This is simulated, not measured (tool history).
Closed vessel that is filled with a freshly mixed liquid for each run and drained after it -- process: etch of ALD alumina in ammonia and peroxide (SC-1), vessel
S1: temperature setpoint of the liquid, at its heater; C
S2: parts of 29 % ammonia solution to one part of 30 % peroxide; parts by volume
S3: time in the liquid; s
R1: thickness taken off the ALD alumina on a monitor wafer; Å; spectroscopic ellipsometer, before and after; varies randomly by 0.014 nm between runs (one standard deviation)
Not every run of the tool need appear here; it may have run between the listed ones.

run,hour,S1,S2,S3,R1
1,0.0,61.0,0.6,30,26.801
2,8.8,57.5,0.6,30,22.644
3,14.6,55.0,0.6,30,19.702
4,22.9,60.5,0.6,30,26.395
5,31.3,57.5,0.6,30,22.695
6,32.2,57.5,0.6,30,22.096
7,39.6,57.5,0.6,30,22.270

For run 8, what comes out?
8,46.0,50.0,0.6,30,?

{"run 8": {"R1": 14.938}}
